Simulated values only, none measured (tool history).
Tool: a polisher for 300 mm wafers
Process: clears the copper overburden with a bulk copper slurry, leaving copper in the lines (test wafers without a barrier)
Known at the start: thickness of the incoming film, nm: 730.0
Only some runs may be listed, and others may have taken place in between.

run	hour	flow of slurry (ml/min)	pressure of the wafer on the pad (psi)	speed of the pad under the wafer (m/s)	abrasive content of the slurry	overpolish time after the end point (s)	time until the end point was called (s)	dishing of a wide line in a test structure (angstrom)
1	0	285	1.6	1.16	1	27	136.93	631.3
2	5.2	285	1.8	1.16	1	27	122.57	650.18
3	11.9	285	1.8	1.16	0.9	27	129.34	663.3
4	19.4	285	1.8	1.16	0.9	34	126.19	705.96
5	27.3	285	2.1	1.16	0.9	34	111.65	743.93
6	34.3	355	2.1	1.16	0.9	34	113.16	774.81
7	36.6	275	1.6	1.48	1	21	111.75	599.29
8	42.3	265	1.5	1.52	1.05	20	111.92	571.34
9	47.9	255	1.4	1.56	1.1	19	118	573.55
# hour 48.8: slurry blender recalibrated
10	48.8	275	1.4	1.58	1.05	18	100.66	599.5
11	49.7	275	0.9	1.8	0.8	8	128.22	303.13

Estimate the outcome of run 12 from the log above:
12	55.2	275	1.1	1.76	0.85	10	?	?

For run 12 the tool returned time until the end point was called (s) 108.31, dishing of a wide line in a test structure (angstrom) 380.26.

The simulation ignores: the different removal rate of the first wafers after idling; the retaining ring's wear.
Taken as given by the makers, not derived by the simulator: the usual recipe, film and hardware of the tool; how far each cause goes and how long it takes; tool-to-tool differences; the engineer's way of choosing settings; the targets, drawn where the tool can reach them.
